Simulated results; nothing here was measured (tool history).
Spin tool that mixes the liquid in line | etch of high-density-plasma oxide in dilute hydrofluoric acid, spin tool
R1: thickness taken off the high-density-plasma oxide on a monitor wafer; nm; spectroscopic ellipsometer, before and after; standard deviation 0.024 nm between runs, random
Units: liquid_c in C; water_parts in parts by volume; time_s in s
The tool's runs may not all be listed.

Run 1, hour 0: liquid_c 21 C, water_parts 205 parts by volume, time_s 95 s. Result: R1 2.5961 nm.
Run 2, hour 2.4: liquid_c 22.5 C, water_parts 195 parts by volume, time_s 95 s. Result: R1 2.9058 nm.
Run 3, hour 3.2: liquid_c 25.5 C, water_parts 195 parts by volume, time_s 95 s. Result: R1 3.2546 nm.
Run 4, hour 4.8: liquid_c 26 C, water_parts 190 parts by volume, time_s 95 s. Result: R1 3.3851 nm.
Run 5, hour 7.2: liquid_c 26 C, water_parts 245 parts by volume, time_s 95 s. Result: R1 2.5145 nm.
Run 6, hour 9.6: liquid_c 26 C, water_parts 245 parts by volume, time_s 75 s. Result: R1 1.9656 nm.
Run 7, hour 15.9: liquid_c 26.5 C, water_parts 225 parts by volume, time_s 75 s. Result: R1 2.2171 nm.
Run 8, hour 22.7: liquid_c 27 C, water_parts 205 parts by volume, time_s 75 s. Result: R1 2.5422 nm.
Run 9, hour 27.2: liquid_c 27.5 C, water_parts 185 parts by volume, time_s 75 s. Result: R1 2.9458 nm.
Run 10, hour 36.2: liquid_c 27.5 C, water_parts 170 parts by volume, time_s 75 s. Result: R1 3.2221 nm.
Run 11, hour 38.3: liquid_c 27.5 C, water_parts 160 parts by volume, time_s 75 s. Result: R1 3.5115 nm.
Run 12, hour 46.7: liquid_c 27.5 C, water_parts 155 parts by volume, time_s 75 s. Result: R1 3.6055 nm.
Run 13, hour 49.3: liquid_c 27.5 C, water_parts 150 parts by volume, time_s 75 s. Result: R1 3.764 nm.

Predict the results of run 14:
Run 14, hour 50.4: liquid_c 27.5 C, water_parts 145 parts by volume, time_s 75 s. Result: R1 ?.

{"run 14": {"R1": 3.8953}}
